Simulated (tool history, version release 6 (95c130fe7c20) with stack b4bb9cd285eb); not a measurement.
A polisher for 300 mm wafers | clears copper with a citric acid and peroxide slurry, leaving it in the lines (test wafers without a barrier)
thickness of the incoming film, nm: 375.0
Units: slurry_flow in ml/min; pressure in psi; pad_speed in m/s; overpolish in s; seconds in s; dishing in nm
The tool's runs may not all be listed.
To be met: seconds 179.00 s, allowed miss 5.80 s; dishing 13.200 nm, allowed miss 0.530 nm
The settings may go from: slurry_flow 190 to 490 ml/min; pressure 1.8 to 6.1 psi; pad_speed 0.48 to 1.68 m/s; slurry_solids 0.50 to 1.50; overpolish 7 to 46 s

run 1 day=0.000 | slurry_flow=315 pressure=3.9 pad_speed=1.08 slurry_solids=1.00 overpolish=24 | seconds=141.66 dishing=47.154
run 2 day=0.117 | slurry_flow=315 pressure=3.5 pad_speed=1.10 slurry_solids=1.00 overpolish=21 | seconds=158.70 dishing=38.417
run 3 day=0.304 | slurry_flow=315 pressure=2.7 pad_speed=1.10 slurry_solids=1.00 overpolish=21 | seconds=205.03 dishing=31.204
run 4 day=0.421 | slurry_flow=315 pressure=2.7 pad_speed=0.86 slurry_solids=1.00 overpolish=21 | seconds=259.33 dishing=26.009
run 5 day=0.617 | slurry_flow=335 pressure=2.5 pad_speed=0.92 slurry_solids=1.10 overpolish=18 | seconds=251.42 dishing=22.981
run 6 day=0.762 | slurry_flow=335 pressure=3.4 pad_speed=0.92 slurry_solids=1.10 overpolish=18 | seconds=188.58 dishing=29.836
run 7 day=1.079 | slurry_flow=335 pressure=2.3 pad_speed=1.22 slurry_solids=1.10 overpolish=7 | seconds=208.43 dishing=11.139
run 8 day=1.396 | slurry_flow=335 pressure=2.4 pad_speed=1.22 slurry_solids=1.10 overpolish=7 | seconds=202.76 dishing=11.888
run 9 day=1.446 | slurry_flow=335 pressure=2.5 pad_speed=1.22 slurry_solids=1.10 overpolish=7 | seconds=193.74 dishing=12.119
run 10 day=1.825 | slurry_flow=335 pressure=2.6 pad_speed=1.22 slurry_solids=1.10 overpolish=7 | seconds=186.22 dishing=12.683
-- day=2.038 head pressure recalibrated
run 11 day=2.038 | slurry_flow=335 pressure=2.7 pad_speed=1.22 slurry_solids=1.10 overpolish=7 | seconds=164.29 dishing=14.526
run 12 day=2.346 | slurry_flow=330 pressure=2.3 pad_speed=1.26 slurry_solids=1.10 overpolish=7 | seconds=187.51 dishing=12.858

5 next moves are on the table. One of them brings every result within its allowed miss. Which?
run A day=2.654 | slurry_flow=425 pressure=2.2 pad_speed=1.24 slurry_solids=1.35 overpolish=7 | seconds=? dishing=?
run B day=2.654 | slurry_flow=270 pressure=2.2 pad_speed=1.42 slurry_solids=1.05 overpolish=8 | seconds=? dishing=?
run C day=2.654 | slurry_flow=420 pressure=2.3 pad_speed=1.28 slurry_solids=1.25 overpolish=7 | seconds=? dishing=?
run D day=2.654 | slurry_flow=295 pressure=2.4 pad_speed=1.18 slurry_solids=1.10 overpolish=7 | seconds=? dishing=?
run E day=2.654 | slurry_flow=385 pressure=2.7 pad_speed=1.10 slurry_solids=0.80 overpolish=8 | seconds=? dishing=?

move=A seconds=186.08 dishing=12.664
move=B seconds=176.91 dishing=15.019
move=C seconds=175.51 dishing=13.385
move=D seconds=191.51 dishing=12.348
move=E seconds=188.64 dishing=14.218
A: nearer than the last run, and not there yet
B: brings the result that was furthest off to its target, and leaves another outside
C: meets every target
D: further off than the last run
E: further off than the last run
Answer: C
